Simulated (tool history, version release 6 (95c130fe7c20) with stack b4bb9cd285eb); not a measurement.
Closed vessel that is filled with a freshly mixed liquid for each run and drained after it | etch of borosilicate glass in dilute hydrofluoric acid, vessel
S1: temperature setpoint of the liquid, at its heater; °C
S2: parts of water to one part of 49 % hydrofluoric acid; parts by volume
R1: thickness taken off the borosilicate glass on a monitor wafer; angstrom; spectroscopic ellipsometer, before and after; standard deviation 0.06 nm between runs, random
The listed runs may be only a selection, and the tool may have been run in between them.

Run 1, hour 0: S1 26 °C, S2 165 parts by volume, time in the liquid (s) 30. Result: R1 45.568 angstrom.
Run 2, hour 6.4: S1 28.5 °C, S2 165 parts by volume, time in the liquid (s) 30. Result: R1 49.862 angstrom.
Run 3, hour 14.7: S1 29.5 °C, S2 155 parts by volume, time in the liquid (s) 30. Result: R1 55.63 angstrom.
Run 4, hour 17.9: S1 30.5 °C, S2 150 parts by volume, time in the liquid (s) 30. Result: R1 59.296 angstrom.
Run 5, hour 25.7: S1 30.5 °C, S2 150 parts by volume, time in the liquid (s) 30. Result: R1 59.609 angstrom.
Run 6, hour 29.7: S1 31 °C, S2 145 parts by volume, time in the liquid (s) 30. Result: R1 62.511 angstrom.
Run 7, hour 37.6: S1 31.5 °C, S2 140 parts by volume, time in the liquid (s) 30. Result: R1 67.162 angstrom.
Run 8, hour 38.6: S1 32 °C, S2 140 parts by volume, time in the liquid (s) 30. Result: R1 68.711 angstrom.
Run 9, hour 45.9: S1 32.5 °C, S2 140 parts by volume, time in the liquid (s) 30. Result: R1 69.493 angstrom.
Run 10, hour 49.7: S1 33 °C, S2 140 parts by volume, time in the liquid (s) 30. Result: R1 70.706 angstrom.
Run 11, hour 53.5: S1 33 °C, S2 140 parts by volume, time in the liquid (s) 30. Result: R1 70.649 angstrom.
Run 12, hour 56: S1 33.5 °C, S2 135 parts by volume, time in the liquid (s) 30. Result: R1 75.909 angstrom.

For run 13, what comes out?
Run 13, hour 62.6: S1 34 °C, S2 135 parts by volume, time in the liquid (s) 30. Result: R1 ?.

{"run 13": {"R1": 76.06}}
